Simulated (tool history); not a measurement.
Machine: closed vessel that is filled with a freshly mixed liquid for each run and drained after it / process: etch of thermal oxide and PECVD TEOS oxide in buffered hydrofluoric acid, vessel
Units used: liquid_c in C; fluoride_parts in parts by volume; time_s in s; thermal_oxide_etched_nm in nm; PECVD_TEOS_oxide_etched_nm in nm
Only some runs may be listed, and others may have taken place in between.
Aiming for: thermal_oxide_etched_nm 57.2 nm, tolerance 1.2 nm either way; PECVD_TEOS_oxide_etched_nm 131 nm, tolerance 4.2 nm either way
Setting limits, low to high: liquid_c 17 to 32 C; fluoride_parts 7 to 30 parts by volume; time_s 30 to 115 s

run,hour,liquid_c,fluoride_parts,time_s,thermal_oxide_etched_nm,PECVD_TEOS_oxide_etched_nm
1,0,25,19,60,35.485,81.441
2,2.7,25,21,60,33.316,74.573
3,4.1,26.5,20,60,37.012,83.96
4,5.8,26.5,16.5,60,44.556,103.35
5,12.7,27.5,16.5,60,46.738,106.86
6,16.5,28.5,16.5,60,49.621,112.14
7,17.3,29,16,60,52.618,119.17
8,21.9,29.5,16,60,53.724,124.48
9,24.4,30,16,60,55.17,126.5

4 candidate next runs follow, results not yet known. Just one meets every target within its allowed miss. Identify it.
A,26.9,30,18,70,?,?
B,26.9,28.5,16.5,65,?,?
C,26.9,27.5,7,30,?,?
D,26.9,32,23.5,70,?,?

move,thermal_oxide_etched_nm,PECVD_TEOS_oxide_etched_nm
A,57.478,132.74
B,53.7,124.02
C,53.761,124.16
D,51.568,119.09
A: in spec on every target
B: lands further from the targets than the last run did
C: lands further from the targets than the last run did
D: lands further from the targets than the last run did
Correct choice: A, which meets every target

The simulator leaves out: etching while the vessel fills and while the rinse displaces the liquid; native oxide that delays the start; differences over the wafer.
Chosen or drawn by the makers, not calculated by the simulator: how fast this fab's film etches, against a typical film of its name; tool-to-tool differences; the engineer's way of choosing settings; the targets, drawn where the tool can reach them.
